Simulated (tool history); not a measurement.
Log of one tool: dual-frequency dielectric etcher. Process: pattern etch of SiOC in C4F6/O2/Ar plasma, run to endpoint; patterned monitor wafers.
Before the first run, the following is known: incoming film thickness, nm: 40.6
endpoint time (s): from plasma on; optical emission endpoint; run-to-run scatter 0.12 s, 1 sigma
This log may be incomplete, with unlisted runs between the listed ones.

run  hour  bias power (kW)  source power (kW)  endpoint time (s)
  1     0            0.397               0.44             12.992
  2   2.8            0.397               0.38             13.587
  3   9.6            0.344               0.38             14.599
  4  15.5            0.337               0.38             14.917
  5  17.5            0.332               0.38             15.031
  6  24.2            0.263               0.38             17.188

Run 7 has not been measured yet. What should we expect?
  7  26.9            0.267               0.38                  ?

Run 7 measured endpoint time (s) 16.923.
